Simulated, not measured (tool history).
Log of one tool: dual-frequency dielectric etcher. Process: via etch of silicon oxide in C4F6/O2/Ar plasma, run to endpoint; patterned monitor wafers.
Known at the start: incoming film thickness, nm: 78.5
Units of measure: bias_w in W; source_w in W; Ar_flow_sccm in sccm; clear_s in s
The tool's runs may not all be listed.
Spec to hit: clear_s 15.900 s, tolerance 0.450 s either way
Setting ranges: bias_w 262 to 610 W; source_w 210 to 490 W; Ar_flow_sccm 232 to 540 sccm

| run | hour | bias_w | source_w | Ar_flow_sccm | clear_s |
|---|---|---|---|---|---|
| 1 | 0.0 | 436 | 350 | 386 | 19.606 |
| 2 | 1.4 | 436 | 350 | 436 | 19.506 |
| 3 | 5.8 | 436 | 410 | 436 | 18.106 |
| 4 | 6.9 | 459 | 420 | 436 | 17.556 |
| 5 | 10.7 | 459 | 450 | 436 | 17.189 |
| 6 | 12.5 | 474 | 460 | 436 | 16.544 |
| 7 | 18.7 | 481 | 460 | 436 | 16.450 |
| 8 | 22.2 | 487 | 460 | 436 | 16.390 |
| 9 | 23.9 | 487 | 460 | 436 | 16.417 |

Which single option among these 4 for the next run brings every result within its allowed miss of target? Just one does.
| A | 25.6 | 431 | 440 | 406 | ? |
| B | 25.6 | 594 | 400 | 433 | ? |
| C | 25.6 | 495 | 420 | 433 | ? |
| D | 25.6 | 482 | 430 | 484 | ? |

| move | clear_s |
|---|---|
| A | 17.568 |
| B | 15.967 |
| C | 16.989 |
| D | 17.202 |
A: moves away from the targets compared with the last run
B: hits every target within its allowed miss
C: moves away from the targets compared with the last run
D: moves away from the targets compared with the last run
Go with B: it meets all targets.

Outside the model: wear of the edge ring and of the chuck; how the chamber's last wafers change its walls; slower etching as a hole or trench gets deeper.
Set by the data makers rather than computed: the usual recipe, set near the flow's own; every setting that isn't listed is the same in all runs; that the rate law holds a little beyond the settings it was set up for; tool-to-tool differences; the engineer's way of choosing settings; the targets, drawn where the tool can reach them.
